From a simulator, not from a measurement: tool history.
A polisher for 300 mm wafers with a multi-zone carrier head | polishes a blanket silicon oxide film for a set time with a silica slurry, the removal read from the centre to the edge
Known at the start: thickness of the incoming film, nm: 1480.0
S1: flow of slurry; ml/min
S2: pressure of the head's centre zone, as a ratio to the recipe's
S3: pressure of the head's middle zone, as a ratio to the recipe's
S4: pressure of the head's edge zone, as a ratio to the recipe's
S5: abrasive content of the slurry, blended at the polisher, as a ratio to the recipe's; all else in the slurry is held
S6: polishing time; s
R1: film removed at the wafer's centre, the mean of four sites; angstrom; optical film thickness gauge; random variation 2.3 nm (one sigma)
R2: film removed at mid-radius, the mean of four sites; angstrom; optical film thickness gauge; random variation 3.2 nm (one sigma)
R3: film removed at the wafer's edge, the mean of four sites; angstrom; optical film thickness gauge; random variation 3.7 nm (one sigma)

run  hour   S1    S2    S3    S4    S5  S6      R1      R2      R3
  1     0  210     1     1     1     1  33  1518.6  1567.5    1524
  2   1.7  210     1     1     1     1  37    1719  1684.6  1655.4
  3   5.4  210     1     1     1  0.85  37  1536.5  1499.3  1484.4
  4  10.1  220  1.04  0.98  1.05  1.05  37  1851.9  1709.9  1804.9
  5  13.8  240  1.04  0.98  1.05  1.05  37  1877.1  1734.9  1814.2
  6  20.5  245  1.08  0.99  1.08  1.15  37  2036.8  1843.5  1924.6
  7  23.6  250   1.1  0.98   1.1  1.25  37  2155.8  1925.1  2036.6

Run 8 comes next. What will it give?
  8  24.8  260  1.12  0.97  1.12  1.35  38   ?   ?   ?

Run 8 gave R1 2371.8 angstrom, R2 2036.1 angstrom, R3 2201.3 angstrom.

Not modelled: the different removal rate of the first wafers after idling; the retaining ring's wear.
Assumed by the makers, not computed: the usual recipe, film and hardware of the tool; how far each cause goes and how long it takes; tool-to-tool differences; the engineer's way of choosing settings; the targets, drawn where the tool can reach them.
